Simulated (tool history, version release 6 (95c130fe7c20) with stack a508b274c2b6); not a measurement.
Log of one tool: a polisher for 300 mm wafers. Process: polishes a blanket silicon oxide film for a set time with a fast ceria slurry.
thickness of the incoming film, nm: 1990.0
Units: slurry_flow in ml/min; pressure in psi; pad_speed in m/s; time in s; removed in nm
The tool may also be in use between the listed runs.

run,hour,slurry_flow,pressure,pad_speed,time,removed
1,0.0,255,2.6,0.84,25,353.28
2,1.5,205,2.6,0.84,25,339.75
3,8.2,205,2.6,1.04,25,422.43
4,10.2,215,2.8,1.04,25,454.94
5,17.7,185,2.8,1.04,25,444.63
6,23.8,200,3.0,1.04,25,477.60

Run 7 comes next. What will it give?
7,26.1,210,3.1,1.04,25,?

removed: 497.00 nm

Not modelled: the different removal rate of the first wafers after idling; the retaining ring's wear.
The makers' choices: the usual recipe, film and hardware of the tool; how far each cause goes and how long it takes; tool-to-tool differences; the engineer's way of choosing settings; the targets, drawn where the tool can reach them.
